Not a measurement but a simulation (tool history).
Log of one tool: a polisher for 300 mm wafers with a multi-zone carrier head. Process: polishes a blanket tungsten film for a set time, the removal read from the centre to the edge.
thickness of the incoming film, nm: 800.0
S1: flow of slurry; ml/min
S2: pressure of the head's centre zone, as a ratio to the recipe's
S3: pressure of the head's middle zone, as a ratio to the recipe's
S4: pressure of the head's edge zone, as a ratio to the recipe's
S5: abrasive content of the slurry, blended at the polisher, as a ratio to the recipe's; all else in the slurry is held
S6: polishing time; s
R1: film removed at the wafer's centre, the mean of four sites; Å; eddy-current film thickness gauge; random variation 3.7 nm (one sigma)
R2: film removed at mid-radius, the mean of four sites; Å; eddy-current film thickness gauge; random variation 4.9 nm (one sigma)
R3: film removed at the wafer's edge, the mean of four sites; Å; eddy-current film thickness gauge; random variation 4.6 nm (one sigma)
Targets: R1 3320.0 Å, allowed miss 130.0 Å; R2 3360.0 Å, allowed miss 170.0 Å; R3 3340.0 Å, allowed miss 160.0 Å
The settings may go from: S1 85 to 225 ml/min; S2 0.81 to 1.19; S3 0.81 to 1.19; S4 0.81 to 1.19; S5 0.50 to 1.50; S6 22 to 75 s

run	day	S1	S2	S3	S4	S5	S6	R1	R2	R3
1	0.000	145	1.00	1.00	1.00	1.00	48	2455.9	2632.8	2621.2
2	0.050	145	0.96	1.00	1.00	1.00	48	2371.7	2637.1	2562.7
3	0.246	155	1.01	1.03	1.03	1.10	48	2529.0	2822.3	2624.7
4	0.354	170	1.01	1.03	1.03	1.10	48	2639.9	2802.0	2723.2
5	0.725	170	0.95	1.03	1.03	1.10	48	2434.9	2859.5	2745.7
6	1.050	180	0.98	1.02	1.04	1.20	49	2680.1	2951.7	2903.0
7	1.404	185	1.00	1.02	1.05	1.30	50	2866.2	3047.3	3011.6
8	1.675	190	1.01	1.02	1.06	1.35	51	2988.2	3175.3	3061.3
9	1.904	195	1.01	1.01	1.07	1.40	52	3057.8	3248.3	3213.1
10	2.029	200	1.02	1.01	1.07	1.40	52	3102.8	3170.0	3161.9
11	2.183	200	1.02	1.01	1.08	1.45	52	3123.5	3246.9	3224.1
12	2.467	205	1.03	1.01	1.08	1.45	52	3132.4	3324.1	3203.2

Which of these 4 next moves meets every target?
A	2.750	210	1.16	1.08	1.01	1.50	49	?	?	?
B	2.750	200	0.91	0.96	1.16	1.45	53	?	?	?
C	2.750	105	1.03	1.03	0.99	1.50	58	?	?	?
D	2.750	215	1.02	0.99	1.04	1.35	55	?	?	?

move	R1	R2	R3
A	3462.7	3315.0	3021.8
B	2882.0	3201.8	3465.0
C	3065.0	3245.3	3185.7
D	3345.4	3391.5	3375.3
A: takes the result that was furthest off past its target
B: further off than the last run
C: further off than the last run
D: meets every target
Move D is the one to make.

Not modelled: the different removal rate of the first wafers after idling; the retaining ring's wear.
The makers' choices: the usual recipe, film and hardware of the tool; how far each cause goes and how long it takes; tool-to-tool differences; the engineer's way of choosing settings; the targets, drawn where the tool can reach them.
